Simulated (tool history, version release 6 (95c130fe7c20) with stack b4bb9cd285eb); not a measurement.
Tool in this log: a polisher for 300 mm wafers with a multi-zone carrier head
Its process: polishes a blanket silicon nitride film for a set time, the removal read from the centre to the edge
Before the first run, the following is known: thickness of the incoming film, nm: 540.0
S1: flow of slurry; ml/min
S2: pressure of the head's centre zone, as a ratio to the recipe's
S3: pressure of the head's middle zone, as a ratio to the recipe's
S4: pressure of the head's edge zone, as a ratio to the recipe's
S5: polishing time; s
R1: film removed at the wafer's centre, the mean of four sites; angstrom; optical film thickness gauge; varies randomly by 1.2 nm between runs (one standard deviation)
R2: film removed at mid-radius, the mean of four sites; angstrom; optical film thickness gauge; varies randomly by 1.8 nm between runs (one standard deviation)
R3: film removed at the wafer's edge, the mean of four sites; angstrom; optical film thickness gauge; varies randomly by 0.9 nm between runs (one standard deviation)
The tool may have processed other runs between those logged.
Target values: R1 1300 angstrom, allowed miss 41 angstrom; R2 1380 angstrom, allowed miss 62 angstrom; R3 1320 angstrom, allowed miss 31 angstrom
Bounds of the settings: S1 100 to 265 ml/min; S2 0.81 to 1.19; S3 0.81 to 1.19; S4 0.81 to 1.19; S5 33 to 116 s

{"run": 1, "hour": 0.0, "S1": 170, "S2": 1, "S3": 1, "S4": 1, "S5": 74, "R1": 1716.3, "R2": 1581, "R3": 1653.1}
{"run": 2, "hour": 1.8, "S1": 170, "S2": 1, "S3": 1, "S4": 1.05, "S5": 74, "R1": 1720.6, "R2": 1584.1, "R3": 1704.8}
{"run": 3, "hour": 2.7, "S1": 170, "S2": 0.95, "S3": 1, "S4": 1.05, "S5": 74, "R1": 1647.8, "R2": 1580.5, "R3": 1698.4}
{"run": 4, "hour": 7.5, "S1": 160, "S2": 0.92, "S3": 1, "S4": 0.98, "S5": 71, "R1": 1507.8, "R2": 1509, "R3": 1567.8}
{"run": 5, "hour": 15.9, "S1": 160, "S2": 0.89, "S3": 1, "S4": 0.98, "S5": 71, "R1": 1461.6, "R2": 1442.1, "R3": 1572.2}
{"run": 6, "hour": 19.0, "S1": 150, "S2": 0.89, "S3": 1.03, "S4": 0.93, "S5": 69, "R1": 1416.1, "R2": 1436.8, "R3": 1470.2}
{"run": 7, "hour": 21.9, "S1": 140, "S2": 0.88, "S3": 1.04, "S4": 0.89, "S5": 68, "R1": 1370.2, "R2": 1431.4, "R3": 1427.9}
{"run": 8, "hour": 25.7, "S1": 135, "S2": 0.88, "S3": 1.04, "S4": 0.87, "S5": 67, "R1": 1331, "R2": 1394.5, "R3": 1372.4}
{"run": 9, "hour": 32.8, "S1": 130, "S2": 0.88, "S3": 1.04, "S4": 0.86, "S5": 67, "R1": 1342.2, "R2": 1396.3, "R3": 1361.7}
{"run": 10, "hour": 39.2, "S1": 125, "S2": 0.88, "S3": 1.04, "S4": 0.85, "S5": 67, "R1": 1303.1, "R2": 1364.3, "R3": 1354.6}

Which single option among these 4 for the next run brings every result within its allowed miss of target? Just one does.
{"run": "A", "hour": 45.6, "S1": 100, "S2": 0.86, "S3": 1.02, "S4": 0.84, "S5": 70, "R1": "?", "R2": "?", "R3": "?"}
{"run": "B", "hour": 45.6, "S1": 140, "S2": 0.97, "S3": 1.16, "S4": 0.81, "S5": 62, "R1": "?", "R2": "?", "R3": "?"}
{"run": "C", "hour": 45.6, "S1": 140, "S2": 0.95, "S3": 1.04, "S4": 0.92, "S5": 66, "R1": "?", "R2": "?", "R3": "?"}
{"run": "D", "hour": 45.6, "S1": 140, "S2": 0.85, "S3": 1, "S4": 0.82, "S5": 66, "R1": "?", "R2": "?", "R3": "?"}

move=A R1=1288.2 R2=1372.8 R3=1370.1
move=B R1=1362.2 R2=1374.3 R3=1243.6
move=C R1=1421.7 R2=1383.7 R3=1397.5
move=D R1=1283.3 R2=1358.1 R3=1332.1
A: the biggest miss grows against the last run
B: the result that was furthest off in the last run now lies on the other side of its target
C: the biggest miss grows against the last run
D: every result lands within tolerance
Go with D: it meets all targets.
